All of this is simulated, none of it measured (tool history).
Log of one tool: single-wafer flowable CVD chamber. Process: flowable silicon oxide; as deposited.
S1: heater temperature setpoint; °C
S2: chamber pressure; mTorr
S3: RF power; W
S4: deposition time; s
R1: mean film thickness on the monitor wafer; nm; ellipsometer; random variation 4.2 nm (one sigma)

| run | hour | S1 | S2 | S3 | S4 | R1 |
|---|---|---|---|---|---|---|
| 1 | 0 | 95 | 1110 | 2370 | 813 | 954.11 |
| 2 | 8.7 | 90 | 1110 | 2370 | 813 | 1104 |
| 3 | 16.5 | 90 | 1110 | 2245 | 813 | 1095.8 |
| 4 | 20.4 | 90 | 1040 | 2245 | 813 | 1023.9 |
| 5 | 22.8 | 86 | 1040 | 2245 | 813 | 1138.2 |
| 6 | 31.5 | 86 | 1040 | 2245 | 813 | 1136.3 |
| 7 | 34.4 | 82 | 1040 | 2245 | 813 | 1274.4 |

The next listed run, before its measurement:
| 8 | 39.3 | 80 | 1040 | 2245 | 813 | ? |

Run 8 gave R1 1340.7 nm.
